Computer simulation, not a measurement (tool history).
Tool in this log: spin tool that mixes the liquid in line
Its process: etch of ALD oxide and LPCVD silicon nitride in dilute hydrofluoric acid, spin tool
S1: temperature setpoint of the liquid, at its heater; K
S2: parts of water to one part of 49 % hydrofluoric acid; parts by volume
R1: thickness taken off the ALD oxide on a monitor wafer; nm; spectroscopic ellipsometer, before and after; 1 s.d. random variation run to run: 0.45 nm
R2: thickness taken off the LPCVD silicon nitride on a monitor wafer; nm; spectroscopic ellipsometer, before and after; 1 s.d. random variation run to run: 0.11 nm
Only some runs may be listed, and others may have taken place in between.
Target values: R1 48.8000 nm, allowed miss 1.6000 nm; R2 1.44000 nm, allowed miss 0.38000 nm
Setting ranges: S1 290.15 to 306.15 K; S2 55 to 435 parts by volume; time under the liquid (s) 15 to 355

Run 1, hour 0.0: S1 298.15 K, S2 245 parts by volume, time under the liquid (s) 180. Result: R1 10.1850 nm, R2 0.40951 nm.
Run 2, hour 7.0: S1 298.15 K, S2 330 parts by volume, time under the liquid (s) 180. Result: R1 7.0156 nm, R2 0.31048 nm.
Run 3, hour 13.7: S1 299.15 K, S2 260 parts by volume, time under the liquid (s) 205. Result: R1 11.0690 nm, R2 0.45924 nm.
Run 4, hour 16.4: S1 299.65 K, S2 205 parts by volume, time under the liquid (s) 230. Result: R1 17.0890 nm, R2 0.66228 nm.
Run 5, hour 23.4: S1 303.15 K, S2 205 parts by volume, time under the liquid (s) 230. Result: R1 19.1870 nm, R2 0.68354 nm.
Run 6, hour 25.4: S1 305.65 K, S2 205 parts by volume, time under the liquid (s) 230. Result: R1 21.3330 nm, R2 1.02670 nm.
Run 7, hour 28.7: S1 305.65 K, S2 205 parts by volume, time under the liquid (s) 230. Result: R1 20.9390 nm, R2 0.94978 nm.
Run 8, hour 36.1: S1 305.15 K, S2 165 parts by volume, time under the liquid (s) 240. Result: R1 28.3880 nm, R2 1.26830 nm.
Run 9, hour 45.1: S1 303.65 K, S2 135 parts by volume, time under the liquid (s) 240. Result: R1 34.3030 nm, R2 1.36030 nm.
Run 10, hour 50.3: S1 302.65 K, S2 120 parts by volume, time under the liquid (s) 240. Result: R1 37.9610 nm, R2 1.40980 nm.
Run 11, hour 54.1: S1 302.15 K, S2 110 parts by volume, time under the liquid (s) 240. Result: R1 40.6920 nm, R2 1.33240 nm.
Run 12, hour 59.8: S1 302.15 K, S2 105 parts by volume, time under the liquid (s) 240. Result: R1 43.4830 nm, R2 1.39780 nm.
Run 13, hour 64.5: S1 302.15 K, S2 100 parts by volume, time under the liquid (s) 240. Result: R1 45.6230 nm, R2 1.70190 nm.
Run 14, hour 72.4: S1 301.15 K, S2 95 parts by volume, time under the liquid (s) 240. Result: R1 47.0560 nm, R2 1.57570 nm.
Run 15, hour 74.0: S1 300.65 K, S2 95 parts by volume, time under the liquid (s) 240. Result: R1 45.3580 nm, R2 1.62110 nm.

4 next moves are on the table. One of them brings every result within its allowed miss. Which?
Run A, hour 75.6: S1 297.15 K, S2 60 parts by volume, time under the liquid (s) 175. Result: R1 ?, R2 ?.
Run B, hour 75.6: S1 297.65 K, S2 115 parts by volume, time under the liquid (s) 325. Result: R1 ?, R2 ?.
Run C, hour 75.6: S1 298.15 K, S2 85 parts by volume, time under the liquid (s) 230. Result: R1 ?, R2 ?.
Run D, hour 75.6: S1 298.65 K, S2 85 parts by volume, time under the liquid (s) 225. Result: R1 ?, R2 ?.

move       R1       R2
   A  47.8430  1.40890
   B  44.1240  1.42400
   C  44.7330  1.40420
   D  44.6360  1.41960
A: each result inside its tolerance
B: further off than the last run
C: further off than the last run
D: further off than the last run
Move A is the one to make.
